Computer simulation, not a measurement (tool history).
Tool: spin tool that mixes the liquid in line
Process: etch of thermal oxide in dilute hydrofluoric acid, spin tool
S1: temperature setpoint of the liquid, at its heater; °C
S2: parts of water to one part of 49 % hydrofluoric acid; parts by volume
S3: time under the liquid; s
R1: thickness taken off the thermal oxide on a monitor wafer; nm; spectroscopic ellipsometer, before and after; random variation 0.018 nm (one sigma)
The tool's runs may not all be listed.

run,hour,S1,S2,S3,R1
1,0,24,240,285,4.9441
2,3,24,205,285,5.9626
3,6,24,160,285,8.0463
4,10.7,20.5,160,285,6.9991
5,17.2,19.5,200,285,5.1584
6,20,17,200,285,4.6544
7,23.2,17,225,285,4.0718
8,29.2,17,245,285,3.6926
9,32.7,17,265,285,3.3528

Forecast run 10:
10,37.8,17,280,285,?

R1: 3.1288 nm
